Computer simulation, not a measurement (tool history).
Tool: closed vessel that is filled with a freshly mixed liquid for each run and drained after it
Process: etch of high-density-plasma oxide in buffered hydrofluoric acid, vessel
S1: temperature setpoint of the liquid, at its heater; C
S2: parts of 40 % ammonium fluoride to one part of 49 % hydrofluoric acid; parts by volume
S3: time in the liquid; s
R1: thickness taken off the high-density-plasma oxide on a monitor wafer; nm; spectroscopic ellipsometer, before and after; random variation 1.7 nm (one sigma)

run 1 day=0 | S1=20 S2=10 S3=100 | R1=96.21
run 2 day=0.329 | S1=22 S2=9 S3=100 | R1=117.34
run 3 day=0.571 | S1=19 S2=9 S3=100 | R1=98.613
run 4 day=0.925 | S1=19 S2=11 S3=100 | R1=82.983
run 5 day=1.062 | S1=21 S2=11 S3=100 | R1=93.536
run 6 day=1.175 | S1=23 S2=9.5 S3=100 | R1=118.34
run 7 day=1.529 | S1=24.5 S2=8.5 S3=100 | R1=139.64
run 8 day=1.862 | S1=25.5 S2=7.5 S3=100 | R1=172.65
run 9 day=2.033 | S1=26 S2=7 S3=100 | R1=190.62

Run 10 comes next. What will it give?
run 10 day=2.312 | S1=26.5 S2=7 S3=100 | R1=?

{"run 10": {"R1": 198.38}}

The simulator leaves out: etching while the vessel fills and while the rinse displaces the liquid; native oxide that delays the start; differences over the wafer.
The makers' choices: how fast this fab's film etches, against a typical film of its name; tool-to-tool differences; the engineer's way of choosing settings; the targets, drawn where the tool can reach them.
